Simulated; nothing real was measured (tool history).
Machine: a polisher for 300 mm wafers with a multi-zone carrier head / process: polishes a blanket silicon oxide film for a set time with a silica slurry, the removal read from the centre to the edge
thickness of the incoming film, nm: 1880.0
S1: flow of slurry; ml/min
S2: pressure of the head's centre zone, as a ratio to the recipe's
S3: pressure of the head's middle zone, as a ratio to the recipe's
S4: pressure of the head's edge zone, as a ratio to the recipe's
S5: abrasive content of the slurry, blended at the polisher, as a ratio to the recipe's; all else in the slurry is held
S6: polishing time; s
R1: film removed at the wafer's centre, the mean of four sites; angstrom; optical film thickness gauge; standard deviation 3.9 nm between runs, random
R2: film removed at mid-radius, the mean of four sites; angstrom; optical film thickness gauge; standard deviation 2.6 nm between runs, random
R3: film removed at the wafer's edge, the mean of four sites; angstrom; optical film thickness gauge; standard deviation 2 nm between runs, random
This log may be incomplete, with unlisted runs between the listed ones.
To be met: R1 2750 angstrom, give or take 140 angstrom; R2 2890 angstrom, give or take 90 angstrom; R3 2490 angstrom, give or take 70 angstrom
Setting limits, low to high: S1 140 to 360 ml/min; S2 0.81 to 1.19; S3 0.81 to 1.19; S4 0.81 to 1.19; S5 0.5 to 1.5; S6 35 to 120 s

Run 1, hour 0: S1 230 ml/min, S2 1, S3 1, S4 1, S5 1, S6 77 s. Result: R1 2339 angstrom, R2 2225.9 angstrom, R3 2241.8 angstrom.
Run 2, hour 7.1: S1 230 ml/min, S2 1.08, S3 1, S4 1, S5 1, S6 77 s. Result: R1 2503 angstrom, R2 2219.5 angstrom, R3 2288.8 angstrom.
Run 3, hour 12.9: S1 230 ml/min, S2 1.08, S3 0.93, S4 1, S5 1, S6 77 s. Result: R1 2546.4 angstrom, R2 2121.3 angstrom, R3 2249.4 angstrom.
Run 4, hour 20.8: S1 230 ml/min, S2 1.08, S3 0.93, S4 1, S5 1.15, S6 77 s. Result: R1 2650.6 angstrom, R2 2226.6 angstrom, R3 2372.1 angstrom.
Run 5, hour 21.8: S1 190 ml/min, S2 1.08, S3 0.93, S4 1, S5 1.15, S6 77 s. Result: R1 2586.9 angstrom, R2 2163.2 angstrom, R3 2320.4 angstrom.
Run 6, hour 24.2: S1 190 ml/min, S2 1, S3 0.93, S4 1, S5 1.15, S6 77 s. Result: R1 2330.8 angstrom, R2 2156.8 angstrom, R3 2315.9 angstrom.
Run 7, hour 27.7: S1 220 ml/min, S2 1.01, S3 1, S4 0.98, S5 1.15, S6 77 s. Result: R1 2453.7 angstrom, R2 2321.1 angstrom, R3 2333.9 angstrom.
Run 8, hour 31.6: S1 285 ml/min, S2 1.02, S3 1.1, S4 0.99, S5 1.2, S6 77 s. Result: R1 2628.1 angstrom, R2 2680.8 angstrom, R3 2448.8 angstrom.

Which of these 5 next moves meets every target?
Run A, hour 35.5: S1 305 ml/min, S2 1.04, S3 1.19, S4 0.88, S5 1.1, S6 84 s. Result: R1 ?, R2 ?, R3 ?.
Run B, hour 35.5: S1 275 ml/min, S2 1, S3 1.1, S4 1, S5 1.35, S6 80 s. Result: R1 ?, R2 ?, R3 ?.
Run C, hour 35.5: S1 255 ml/min, S2 1.02, S3 1.07, S4 1.06, S5 1.45, S6 73 s. Result: R1 ?, R2 ?, R3 ?.
Run D, hour 35.5: S1 290 ml/min, S2 1.08, S3 1.09, S4 0.96, S5 1.05, S6 88 s. Result: R1 ?, R2 ?, R3 ?.
Run E, hour 35.5: S1 350 ml/min, S2 1.03, S3 1.15, S4 0.96, S5 1.25, S6 77 s. Result: R1 ?, R2 ?, R3 ?.

move      R1      R2      R3
   A  2849.8    3049  2474.8
   B  2768.8  2885.3  2670.6
   C  2613.4  2609.8  2551.9
   D  3028.9  2895.4  2646.4
   E    2746    2877  2498.4
A: moves the result that the last run missed by most past its target, out the other side
B: the worst result of the last run now meets its target, but another is out of spec
C: misses by more than the last run did
D: the worst result of the last run now meets its target, but another is out of spec
E: every result lands within tolerance
Correct choice: E, which meets every target

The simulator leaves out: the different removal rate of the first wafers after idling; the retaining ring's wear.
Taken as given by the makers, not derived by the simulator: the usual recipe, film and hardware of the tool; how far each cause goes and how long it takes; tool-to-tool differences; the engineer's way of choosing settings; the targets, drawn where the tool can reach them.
